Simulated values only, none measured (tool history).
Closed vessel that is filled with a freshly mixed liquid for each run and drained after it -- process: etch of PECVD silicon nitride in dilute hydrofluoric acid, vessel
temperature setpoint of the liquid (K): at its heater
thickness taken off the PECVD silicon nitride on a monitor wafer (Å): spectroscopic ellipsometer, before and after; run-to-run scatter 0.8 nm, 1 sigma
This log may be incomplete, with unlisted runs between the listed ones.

| run | hour | temperature setpoint of the liquid (K) | parts of water to one part of 49 % hydrofluoric acid (parts by volume) | time in the liquid (s) | thickness taken off the PECVD silicon nitride on a monitor wafer (Å) |
|---|---|---|---|---|---|
| 1 | 0.0 | 295.15 | 85 | 1030 | 434.24 |
| 2 | 3.4 | 291.65 | 85 | 1030 | 348.71 |
| 3 | 7.9 | 291.65 | 85 | 1105 | 370.90 |
| 4 | 15.2 | 290.15 | 85 | 1105 | 330.78 |
| 5 | 18.5 | 290.15 | 110 | 1105 | 261.01 |
| 6 | 22.3 | 292.15 | 100 | 1105 | 325.98 |
| 7 | 26.1 | 293.65 | 90 | 1105 | 398.36 |
| 8 | 34.6 | 295.15 | 80 | 1105 | 495.26 |

What does the tool deliver on the next run?
| 9 | 44.0 | 296.15 | 75 | 1105 | ? |

{"run 9": {"thickness taken off the PECVD silicon nitride on a monitor wafer (Å)": 569.21}}
